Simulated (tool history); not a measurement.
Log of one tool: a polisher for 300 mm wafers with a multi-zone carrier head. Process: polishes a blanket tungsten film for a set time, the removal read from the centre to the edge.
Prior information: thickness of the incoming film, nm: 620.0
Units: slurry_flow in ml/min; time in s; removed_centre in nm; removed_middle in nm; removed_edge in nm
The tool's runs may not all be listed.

run  hour  slurry_flow  centre_zone  middle_zone  edge_zone  slurry_solids  time  removed_centre  removed_middle  removed_edge
  1   0.0          135         1.00         1.00       1.00           1.00    46          241.35          247.23        237.08
  2   4.7          130         0.98         0.98       0.99           0.90    43          212.93          215.27        214.02
  3   8.0          130         0.98         0.98       0.99           1.10    43          220.86          229.47        220.00
  4  16.6          150         0.98         0.98       0.99           1.10    43          232.58          237.95        223.92
  5  23.4          150         0.98         0.98       0.99           1.00    43          224.13          235.43        220.41
  6  30.6          145         0.97         0.96       0.97           0.90    41          204.50          210.19        203.12
  7  33.9          110         0.87         0.87       0.87           0.65    28          107.62          112.79        114.14

Run 8, settings as shown, results not yet in. Your forecast:
  8  37.8          115         0.87         0.87       0.89           0.65    28               ?               ?             ?

removed_centre: 108.12 nm
removed_middle: 113.97 nm
removed_edge: 116.52 nm
